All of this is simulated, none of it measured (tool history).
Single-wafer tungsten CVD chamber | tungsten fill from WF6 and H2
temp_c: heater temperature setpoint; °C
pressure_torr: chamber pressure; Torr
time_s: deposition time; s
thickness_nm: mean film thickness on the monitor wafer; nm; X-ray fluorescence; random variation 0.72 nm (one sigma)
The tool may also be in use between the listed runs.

run	day	temp_c	pressure_torr	time_s	thickness_nm
1	0	385	46.6	38.8	100.81
2	0.258	385	39.7	38.8	89.123
3	0.329	391	41.7	38.8	106.52
4	0.354	387	41.7	38.8	97.289
5	0.642	393	42.3	38.8	112.49
6	0.679	397	42.5	38.8	123.21
7	0.75	400	42.7	38.8	130.54
8	1.071	402	43.3	38.8	137.66
9	1.188	404	43.7	38.8	144.19

Run 10 comes next. What will it give?
10	1.5	405	44	38.8	?

thickness_nm: 149.58 nm
